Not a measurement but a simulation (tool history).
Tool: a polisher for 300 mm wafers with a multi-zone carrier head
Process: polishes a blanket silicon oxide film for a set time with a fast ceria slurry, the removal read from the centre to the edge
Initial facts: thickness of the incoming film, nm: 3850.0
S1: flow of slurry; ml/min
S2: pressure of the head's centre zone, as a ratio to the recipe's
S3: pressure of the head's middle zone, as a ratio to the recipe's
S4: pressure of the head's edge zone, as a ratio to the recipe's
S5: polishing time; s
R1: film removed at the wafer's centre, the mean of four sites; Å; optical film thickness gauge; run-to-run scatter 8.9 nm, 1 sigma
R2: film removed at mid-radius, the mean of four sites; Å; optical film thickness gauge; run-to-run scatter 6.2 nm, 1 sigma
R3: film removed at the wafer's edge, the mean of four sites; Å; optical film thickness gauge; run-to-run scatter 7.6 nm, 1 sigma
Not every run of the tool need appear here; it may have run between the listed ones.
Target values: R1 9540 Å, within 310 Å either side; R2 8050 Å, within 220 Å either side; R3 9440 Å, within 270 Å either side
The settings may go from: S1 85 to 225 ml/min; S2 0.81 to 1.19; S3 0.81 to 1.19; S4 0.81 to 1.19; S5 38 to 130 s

run	day	S1	S2	S3	S4	S5	R1	R2	R3
1	0	145	1	1	1	84	9772.5	9375.8	9460.4
2	0.112	145	1	1	1	72	8167.9	8039.5	8252.5
3	0.267	150	1.01	0.99	1.02	72	8395.3	8062.2	8325
4	0.342	125	1.01	0.99	1.02	72	7892.2	7722.4	8057.4
5	0.446	125	1.01	1.06	1.02	72	8002.5	8185.1	8116.2
6	0.712	130	1.02	1.04	1.04	72	8170.3	8139.4	8203.4
7	0.954	135	1.02	1.02	1.06	72	8238.7	8018.4	8264.9
8	1.317	140	1.02	1	1.08	73	8411.1	8033.7	8619.6
9	1.475	145	1.03	0.99	1.09	73	8501	8117.1	8585.5
10	1.596	150	1.04	0.97	1.1	73	8684.3	7901	8677.8
11	1.633	190	1.06	0.95	1.18	74	9339.5	8431.1	9525.6

Exercise: of the 4 proposed moves below, exactly one satisfies all targets within the stated allowed misses. Which move is it?
A	1.671	205	1.04	1.02	1.18	73	?	?	?
B	1.671	195	1.04	1	1.19	75	?	?	?
C	1.671	185	1.06	1.03	1.18	72	?	?	?
D	1.671	180	1.09	0.93	1.19	73	?	?	?

move	R1	R2	R3
A	9293.4	8832.9	9432.4
B	9466.5	8856.5	9681.4
C	9178.9	8643.4	9191.6
D	9516	8003.6	9341.3
A: its largest miss is bigger than the last run's
B: its largest miss is bigger than the last run's
C: its largest miss is bigger than the last run's
D: each result inside its tolerance
So the answer is move D, the one that meets all the targets.
